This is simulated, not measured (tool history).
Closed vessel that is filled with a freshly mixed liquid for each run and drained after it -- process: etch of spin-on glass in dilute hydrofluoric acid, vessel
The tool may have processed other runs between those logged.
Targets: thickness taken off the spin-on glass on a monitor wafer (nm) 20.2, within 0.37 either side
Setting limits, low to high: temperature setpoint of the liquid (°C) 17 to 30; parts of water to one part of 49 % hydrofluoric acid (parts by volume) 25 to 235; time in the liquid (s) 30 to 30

run,hour,temperature setpoint of the liquid (°C),parts of water to one part of 49 % hydrofluoric acid (parts by volume),time in the liquid (s),thickness taken off the spin-on glass on a monitor wafer (nm)
1,0,22,130,30,11.704
2,3.6,24.5,120,30,14.177
3,7.1,26,115,30,15.727
4,14.3,27,110,30,17.112
# hour 18.4: thermometer replaced
5,18.4,28,110,30,16.874
6,21.7,28,155,30,11.083
7,26.4,28.5,140,30,12.884
8,31.3,29,125,30,14.83
9,39,29.5,115,30,16.869
10,39.9,30,95,30,21.425
11,44.2,29.5,95,30,20.95

Next run, 5 choices. One meets every target within its allowed miss, the rest don't. Which?
A,48.5,30,95,30,?
B,48.5,26.5,85,30,?
C,48.5,28.5,90,30,?
D,48.5,28,90,30,?
E,48.5,28.5,95,30,?

move,thickness taken off the spin-on glass on a monitor wafer (nm)
A,21.376
B,21.175
C,21.464
D,21.056
E,20.194
A: further off than the last run
B: further off than the last run
C: further off than the last run
D: further off than the last run
E: all results land within tolerance of their targets
Correct choice: E, which meets every target
